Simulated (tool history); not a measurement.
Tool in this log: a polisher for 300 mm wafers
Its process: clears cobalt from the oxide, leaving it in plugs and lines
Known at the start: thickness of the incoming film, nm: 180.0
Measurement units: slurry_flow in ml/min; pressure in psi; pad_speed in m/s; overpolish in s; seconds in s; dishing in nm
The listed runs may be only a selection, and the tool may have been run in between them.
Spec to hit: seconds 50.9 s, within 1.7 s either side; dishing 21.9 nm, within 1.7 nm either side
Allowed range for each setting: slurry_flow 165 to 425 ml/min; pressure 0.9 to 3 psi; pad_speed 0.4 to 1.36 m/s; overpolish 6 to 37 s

run 1 hour=0 | slurry_flow=275 pressure=1.9 pad_speed=0.88 overpolish=19 | seconds=48.45 dishing=37.137
run 2 hour=2.1 | slurry_flow=275 pressure=1.9 pad_speed=1.06 overpolish=19 | seconds=40.803 dishing=39.798
run 3 hour=3.6 | slurry_flow=265 pressure=1.8 pad_speed=1.08 overpolish=16 | seconds=42.396 dishing=35.884
run 4 hour=4.9 | slurry_flow=265 pressure=1.4 pad_speed=1.08 overpolish=16 | seconds=51.097 dishing=31.94
run 5 hour=6.9 | slurry_flow=265 pressure=1.4 pad_speed=1.26 overpolish=16 | seconds=44.432 dishing=34.295
run 6 hour=9.2 | slurry_flow=265 pressure=1.4 pad_speed=1.06 overpolish=16 | seconds=52.244 dishing=32.277
run 7 hour=15.4 | slurry_flow=255 pressure=1.4 pad_speed=1.08 overpolish=14 | seconds=50.817 dishing=29.978
run 8 hour=19.3 | slurry_flow=180 pressure=1.4 pad_speed=1.1 overpolish=6 | seconds=53.342 dishing=15.678
run 9 hour=20.1 | slurry_flow=200 pressure=1.4 pad_speed=1.1 overpolish=6 | seconds=52.972 dishing=15.202
run 10 hour=23.1 | slurry_flow=215 pressure=1.4 pad_speed=1.1 overpolish=7 | seconds=51.207 dishing=18.181
run 11 hour=27.9 | slurry_flow=225 pressure=1.4 pad_speed=1.1 overpolish=7 | seconds=51.588 dishing=18.724

Which single option among these 5 for the next run brings every result within its allowed miss of target? Just one does.
run A hour=32.7 | slurry_flow=250 pressure=1.4 pad_speed=1.12 overpolish=9 | seconds=? dishing=?
run B hour=32.7 | slurry_flow=185 pressure=1.3 pad_speed=1.32 overpolish=7 | seconds=? dishing=?
run C hour=32.7 | slurry_flow=240 pressure=1.5 pad_speed=0.98 overpolish=8 | seconds=? dishing=?
run D hour=32.7 | slurry_flow=220 pressure=1.3 pad_speed=1.1 overpolish=10 | seconds=? dishing=?
run E hour=32.7 | slurry_flow=190 pressure=1.3 pad_speed=1.22 overpolish=6 | seconds=? dishing=?

move=A seconds=50.23 dishing=21.973
move=B seconds=47.888 dishing=18.767
move=C seconds=53.85 dishing=19.021
move=D seconds=55.058 dishing=22.207
move=E seconds=51.242 dishing=15.672
A: all results land within tolerance of their targets
B: about as far from the targets as the last run
C: better than the last run, though not everything is in spec
D: puts the biggest miss on target and leaves a different result outside tolerance
E: misses by more than the last run did
Move A is the one to make.
